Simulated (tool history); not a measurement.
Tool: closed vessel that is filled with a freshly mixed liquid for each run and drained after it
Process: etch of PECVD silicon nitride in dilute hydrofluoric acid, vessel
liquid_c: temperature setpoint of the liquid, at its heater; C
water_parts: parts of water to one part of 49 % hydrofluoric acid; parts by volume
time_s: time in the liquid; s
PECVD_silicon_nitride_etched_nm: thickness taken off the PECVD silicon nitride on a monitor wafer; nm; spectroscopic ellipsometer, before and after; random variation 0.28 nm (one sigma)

run	hour	liquid_c	water_parts	time_s	PECVD_silicon_nitride_etched_nm
1	0	26	235	700	18.399
2	8.6	26	235	495	12.82
3	15.7	27	210	525	16.266
4	19.8	27	210	495	15.194
5	26.3	27	210	700	21.528
6	29.1	27	210	700	21.699

The next listed run, before its measurement:
7	38.6	27	210	700	?

PECVD_silicon_nitride_etched_nm: 21.721 nm
